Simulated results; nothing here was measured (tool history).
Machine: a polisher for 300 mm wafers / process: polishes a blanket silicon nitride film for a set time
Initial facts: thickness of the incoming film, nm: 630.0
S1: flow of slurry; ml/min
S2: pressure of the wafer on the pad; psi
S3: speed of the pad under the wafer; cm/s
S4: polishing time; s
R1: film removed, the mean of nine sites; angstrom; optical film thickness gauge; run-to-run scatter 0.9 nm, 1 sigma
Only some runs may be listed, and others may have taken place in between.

{"run": 1, "hour": 0.0, "S1": 185, "S2": 2.3, "S3": 128, "S4": 88, "R1": 1093.7}
{"run": 2, "hour": 8.0, "S1": 180, "S2": 2.3, "S3": 128, "S4": 88, "R1": 1105.1}
{"run": 3, "hour": 11.8, "S1": 180, "S2": 2.2, "S3": 128, "S4": 88, "R1": 1057.4}
{"run": 4, "hour": 14.0, "S1": 160, "S2": 2.2, "S3": 128, "S4": 88, "R1": 1050.8}
{"run": 5, "hour": 14.8, "S1": 160, "S2": 2.2, "S3": 128, "S4": 92, "R1": 1080.2}
{"run": 6, "hour": 21.0, "S1": 160, "S2": 1.7, "S3": 128, "S4": 92, "R1": 885.63}

Estimate the outcome of run 7 from the log above:
{"run": 7, "hour": 23.9, "S1": 165, "S2": 1.8, "S3": 128, "S4": 92, "R1": "?"}

Run 7 yielded R1 925.72 angstrom.
